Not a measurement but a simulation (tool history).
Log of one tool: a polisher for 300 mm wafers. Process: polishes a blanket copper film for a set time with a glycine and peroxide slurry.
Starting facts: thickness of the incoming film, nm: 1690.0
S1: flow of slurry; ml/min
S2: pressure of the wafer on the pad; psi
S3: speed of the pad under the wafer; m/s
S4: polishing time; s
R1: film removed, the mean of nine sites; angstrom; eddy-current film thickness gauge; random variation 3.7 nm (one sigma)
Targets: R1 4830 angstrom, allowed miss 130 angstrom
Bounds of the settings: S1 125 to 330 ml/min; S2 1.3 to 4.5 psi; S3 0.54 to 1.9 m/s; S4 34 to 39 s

{"run": 1, "hour": 0.0, "S1": 210, "S2": 2.9, "S3": 1.22, "S4": 39, "R1": 2657.6}
{"run": 2, "hour": 6.2, "S1": 215, "S2": 3.1, "S3": 1.24, "S4": 39, "R1": 2853.2}
{"run": 3, "hour": 14.2, "S1": 215, "S2": 2.9, "S3": 1.24, "S4": 39, "R1": 2669.5}
{"run": 4, "hour": 18.3, "S1": 215, "S2": 3.1, "S3": 1.26, "S4": 39, "R1": 2905.1}
{"run": 5, "hour": 26.5, "S1": 215, "S2": 3.1, "S3": 1.26, "S4": 39, "R1": 2874.8}
{"run": 6, "hour": 31.6, "S1": 215, "S2": 3.1, "S3": 1.26, "S4": 34, "R1": 2526.2}
{"run": 7, "hour": 34.5, "S1": 215, "S2": 3.2, "S3": 1.3, "S4": 34, "R1": 2681.2}
{"run": 8, "hour": 40.9, "S1": 215, "S2": 3.3, "S3": 1.36, "S4": 34, "R1": 2834.5}
{"run": 9, "hour": 42.5, "S1": 245, "S2": 4.1, "S3": 1.7, "S4": 35, "R1": 4362.8}
{"run": 10, "hour": 50.1, "S1": 250, "S2": 4.3, "S3": 1.7, "S4": 35, "R1": 4592.3}

Below are 5 possible settings for the next run. Only one of them brings all results inside the allowed miss of their targets. Which is it?
{"run": "A", "hour": 57.7, "S1": 125, "S2": 3.9, "S3": 1.86, "S4": 37, "R1": "?"}
{"run": "B", "hour": 57.7, "S1": 285, "S2": 4.2, "S3": 1.76, "S4": 36, "R1": "?"}
{"run": "C", "hour": 57.7, "S1": 190, "S2": 4.5, "S3": 1.74, "S4": 34, "R1": "?"}
{"run": "D", "hour": 57.7, "S1": 270, "S2": 4.5, "S3": 1.76, "S4": 35, "R1": "?"}
{"run": "E", "hour": 57.7, "S1": 230, "S2": 4.5, "S3": 1.7, "S4": 37, "R1": "?"}

move=A R1=4413.6
move=B R1=4878.6
move=C R1=4648.1
move=D R1=5031.2
move=E R1=5065.4
A: lands further from the targets than the last run did
B: each result inside its tolerance
C: better than the last run, though not everything is in spec
D: carries the result that was furthest off beyond its target, to the other side
E: carries the result that was furthest off beyond its target, to the other side
Move B is the one to make.
